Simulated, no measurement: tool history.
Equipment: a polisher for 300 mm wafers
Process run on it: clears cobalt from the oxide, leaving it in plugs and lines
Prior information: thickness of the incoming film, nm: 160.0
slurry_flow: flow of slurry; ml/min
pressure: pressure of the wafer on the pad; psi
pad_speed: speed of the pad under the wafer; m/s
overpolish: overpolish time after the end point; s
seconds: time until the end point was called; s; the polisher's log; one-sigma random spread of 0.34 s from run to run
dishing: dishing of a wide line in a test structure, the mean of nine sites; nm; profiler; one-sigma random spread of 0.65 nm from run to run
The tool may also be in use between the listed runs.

run	day	slurry_flow	pressure	pad_speed	overpolish	seconds	dishing
1	0	295	2.2	1	14	32.591	42.381
2	0.233	295	2.7	1	14	26.093	47.02
3	0.562	295	2.1	1	14	34.025	41.386
4	0.788	295	2.2	1	13	31.681	39.563
5	1.133	295	1.7	1	13	40.713	34.653
6	1.492	295	1.9	1	13	38.111	36.324

The next listed run, before its measurement:
# day 1.596: slurry nozzle cleaned
7	1.596	295	2	1	13	?	?

seconds: 35.529 s
dishing: 39.371 nm

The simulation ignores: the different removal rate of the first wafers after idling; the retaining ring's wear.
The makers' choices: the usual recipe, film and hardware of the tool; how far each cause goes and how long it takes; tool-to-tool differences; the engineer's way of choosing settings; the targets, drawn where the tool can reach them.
